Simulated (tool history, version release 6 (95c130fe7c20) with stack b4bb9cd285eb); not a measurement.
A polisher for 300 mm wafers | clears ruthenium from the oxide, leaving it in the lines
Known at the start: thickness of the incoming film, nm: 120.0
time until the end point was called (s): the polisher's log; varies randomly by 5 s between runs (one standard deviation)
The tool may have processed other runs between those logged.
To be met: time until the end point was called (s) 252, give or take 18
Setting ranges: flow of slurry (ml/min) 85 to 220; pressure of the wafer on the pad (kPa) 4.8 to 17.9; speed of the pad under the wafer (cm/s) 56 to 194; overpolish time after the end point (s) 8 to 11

| run | hour | flow of slurry (ml/min) | pressure of the wafer on the pad (kPa) | speed of the pad under the wafer (cm/s) | overpolish time after the end point (s) | time until the end point was called (s) |
|---|---|---|---|---|---|---|
| 1 | 0 | 140 | 11 | 124 | 11 | 132.72 |
| 2 | 6.8 | 140 | 9.7 | 122 | 11 | 151.74 |
| 3 | 8.4 | 140 | 9 | 120 | 11 | 167.48 |
| 4 | 10.9 | 140 | 8.3 | 118 | 11 | 186.81 |
| 5 | 18.7 | 140 | 7.6 | 118 | 11 | 200.05 |
| 6 | 22.5 | 140 | 10.3 | 118 | 11 | 149.89 |
| 7 | 24.2 | 140 | 9.7 | 116 | 11 | 156.9 |
| 8 | 31 | 135 | 6.2 | 94 | 11 | 280.28 |

Below are 5 possible settings for the next run. Only one of them brings all results inside the allowed miss of their targets. Which is it?
| A | 37.8 | 130 | 5.5 | 92 | 11 | ? |
| B | 37.8 | 140 | 6.9 | 70 | 11 | ? |
| C | 37.8 | 130 | 6.9 | 78 | 9 | ? |
| D | 37.8 | 130 | 6.2 | 84 | 8 | ? |
| E | 37.8 | 135 | 9 | 64 | 8 | ? |

| move | time until the end point was called (s) |
|---|---|
| A | 323.25 |
| B | 304.52 |
| C | 289.14 |
| D | 305.82 |
| E | 249.97 |
A: misses by more than the last run did
B: misses by more than the last run did
C: misses by more than the last run did
D: misses by more than the last run did
E: every result lands within tolerance
Go with E: it meets all targets.

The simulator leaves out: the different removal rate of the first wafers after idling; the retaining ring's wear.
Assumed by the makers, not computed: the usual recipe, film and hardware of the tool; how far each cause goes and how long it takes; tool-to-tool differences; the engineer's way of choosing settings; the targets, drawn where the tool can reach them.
